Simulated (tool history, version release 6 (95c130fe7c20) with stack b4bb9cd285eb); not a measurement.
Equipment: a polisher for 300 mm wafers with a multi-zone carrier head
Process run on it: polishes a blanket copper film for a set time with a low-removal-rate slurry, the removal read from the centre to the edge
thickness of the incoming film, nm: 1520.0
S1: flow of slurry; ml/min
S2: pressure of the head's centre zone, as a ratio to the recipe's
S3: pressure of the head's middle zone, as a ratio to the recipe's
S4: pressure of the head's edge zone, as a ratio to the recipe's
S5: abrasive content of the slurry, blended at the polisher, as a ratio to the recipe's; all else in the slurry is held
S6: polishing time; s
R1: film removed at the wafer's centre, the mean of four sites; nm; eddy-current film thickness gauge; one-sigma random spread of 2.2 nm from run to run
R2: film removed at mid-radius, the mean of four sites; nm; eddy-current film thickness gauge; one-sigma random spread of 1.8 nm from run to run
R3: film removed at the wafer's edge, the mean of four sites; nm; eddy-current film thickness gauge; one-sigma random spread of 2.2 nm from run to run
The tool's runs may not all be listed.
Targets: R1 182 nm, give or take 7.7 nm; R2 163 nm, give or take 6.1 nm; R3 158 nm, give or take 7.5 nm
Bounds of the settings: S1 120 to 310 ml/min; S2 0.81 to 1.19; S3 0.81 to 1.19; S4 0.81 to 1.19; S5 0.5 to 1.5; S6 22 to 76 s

| run | hour | S1 | S2 | S3 | S4 | S5 | S6 | R1 | R2 | R3 |
|---|---|---|---|---|---|---|---|---|---|---|
| 1 | 0 | 200 | 1 | 1 | 1 | 1 | 49 | 196.43 | 191.33 | 210.54 |
| 2 | 4 | 200 | 1.02 | 1.01 | 0.97 | 0.9 | 48 | 198.52 | 188.52 | 194.61 |
| 3 | 5.4 | 200 | 1.02 | 1.01 | 0.97 | 0.75 | 48 | 188.9 | 178.32 | 190.56 |
| 4 | 7.7 | 200 | 0.97 | 1.01 | 0.97 | 0.75 | 48 | 175.93 | 183.16 | 189.84 |
| 5 | 14.9 | 195 | 0.98 | 1 | 0.94 | 0.7 | 48 | 178.64 | 173.65 | 186.19 |
| 6 | 20 | 195 | 0.99 | 1.01 | 0.92 | 0.65 | 47 | 174.21 | 171.53 | 176.59 |
| 7 | 26.6 | 195 | 1 | 1.01 | 0.9 | 0.65 | 47 | 175.64 | 168.91 | 180.72 |
| 8 | 32.8 | 200 | 1.03 | 1.03 | 0.9 | 0.65 | 46 | 177.11 | 172.4 | 172.77 |
| 9 | 34.4 | 200 | 1.05 | 1.03 | 0.89 | 0.6 | 46 | 177.44 | 167.56 | 170.57 |

5 candidate next runs follow, results not yet known. Just one meets every target within its allowed miss. Identify it.
| A | 36 | 250 | 1.1 | 1.01 | 0.83 | 0.6 | 49 | ? | ? | ? |
| B | 36 | 150 | 1.1 | 1 | 0.81 | 0.55 | 53 | ? | ? | ? |
| C | 36 | 220 | 1.17 | 1.12 | 0.93 | 0.75 | 40 | ? | ? | ? |
| D | 36 | 175 | 1.08 | 1.13 | 0.89 | 0.55 | 46 | ? | ? | ? |
| E | 36 | 195 | 1.12 | 1.15 | 0.94 | 0.65 | 43 | ? | ? | ? |

| move | R1 | R2 | R3 |
|---|---|---|---|
| A | 201.9 | 178.68 | 182.98 |
| B | 200.49 | 177.31 | 184.08 |
| C | 179.82 | 163.38 | 162.07 |
| D | 175.09 | 174.42 | 169.22 |
| E | 177.49 | 172.68 | 168.82 |
A: further off than the last run
B: further off than the last run
C: all results land within tolerance of their targets
D: further off than the last run
E: closer than the last run, but not yet in spec
C meets every target.
